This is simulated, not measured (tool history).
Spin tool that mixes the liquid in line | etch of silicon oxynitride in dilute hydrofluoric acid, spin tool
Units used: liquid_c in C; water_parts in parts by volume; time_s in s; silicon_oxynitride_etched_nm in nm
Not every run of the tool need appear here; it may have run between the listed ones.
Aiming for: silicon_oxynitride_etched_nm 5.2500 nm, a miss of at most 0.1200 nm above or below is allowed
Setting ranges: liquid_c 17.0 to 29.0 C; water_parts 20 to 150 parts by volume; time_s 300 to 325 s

run	hour	liquid_c	water_parts	time_s	silicon_oxynitride_etched_nm
1	0.0	21.0	85	300	6.1332
2	2.0	21.0	85	325	6.6087
3	2.9	21.0	85	325	6.6962
4	12.0	20.0	85	325	6.3262
5	17.0	18.0	85	325	5.8100
6	19.4	18.0	60	325	8.2689
7	20.1	17.5	70	325	6.8378
8	27.0	17.5	75	325	6.4400
9	28.7	17.5	80	325	5.9794
10	29.8	17.0	85	325	5.4100
11	32.3	17.0	85	320	5.4652
12	40.6	17.0	90	320	5.0552

Which single option among these 5 for the next run brings every result within its allowed miss of target? Just one does.
A	48.9	17.5	90	310	?
B	48.9	17.0	85	325	?
C	48.9	17.0	85	315	?
D	48.9	18.0	95	315	?
E	48.9	17.0	85	300	?

move	silicon_oxynitride_etched_nm
A	5.0250
B	5.4571
C	5.2891
D	4.9434
E	5.0373
A: misses by more than the last run did
B: takes the result that was furthest off past its target
C: every result lands within tolerance
D: misses by more than the last run did
E: misses by more than the last run did
Correct choice: C, which meets every target

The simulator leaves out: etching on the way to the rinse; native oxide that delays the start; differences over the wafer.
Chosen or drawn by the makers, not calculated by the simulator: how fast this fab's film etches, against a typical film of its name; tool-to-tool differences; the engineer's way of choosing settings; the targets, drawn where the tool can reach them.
